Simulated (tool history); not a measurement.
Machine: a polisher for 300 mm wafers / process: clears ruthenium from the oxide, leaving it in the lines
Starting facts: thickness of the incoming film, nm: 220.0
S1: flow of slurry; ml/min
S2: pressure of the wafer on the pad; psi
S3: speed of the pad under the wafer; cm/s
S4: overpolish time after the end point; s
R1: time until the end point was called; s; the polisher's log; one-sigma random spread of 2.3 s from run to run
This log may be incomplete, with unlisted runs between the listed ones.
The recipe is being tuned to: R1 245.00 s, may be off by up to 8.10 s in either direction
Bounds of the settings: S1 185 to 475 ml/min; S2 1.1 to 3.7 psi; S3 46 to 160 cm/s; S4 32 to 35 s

run  hour   S1   S2   S3  S4      R1
  1   0.0  305  2.4  102  32  198.65
  2   5.2  305  2.0  102  32  236.60
  3  13.6  305  2.0   84  32  288.07
  4  21.6  305  2.0   84  35  284.60
  5  27.9  305  2.1   84  35  270.00
     31.8  -- slurry nozzle cleaned
  6  31.8  305  1.8   84  35  307.23
  7  32.9  305  2.0   84  35  274.89
  8  38.9  305  2.1   84  35  261.64

Exercise: of the 5 proposed moves below, exactly one satisfies all targets within the stated allowed misses. Which move is it?
  A  44.9  335  2.0   78  33   ?
  B  44.9  225  1.5  110  35   ?
  C  44.9  310  2.2   72  32   ?
  D  44.9  345  2.2   76  32   ?
  E  44.9  320  2.0   94  32   ?

move      R1
   A  287.37
   B  281.06
   C  284.70
   D  268.14
   E  240.87
A: further off than the last run
B: further off than the last run
C: further off than the last run
D: further off than the last run
E: all results in spec
Correct choice: E, which meets every target

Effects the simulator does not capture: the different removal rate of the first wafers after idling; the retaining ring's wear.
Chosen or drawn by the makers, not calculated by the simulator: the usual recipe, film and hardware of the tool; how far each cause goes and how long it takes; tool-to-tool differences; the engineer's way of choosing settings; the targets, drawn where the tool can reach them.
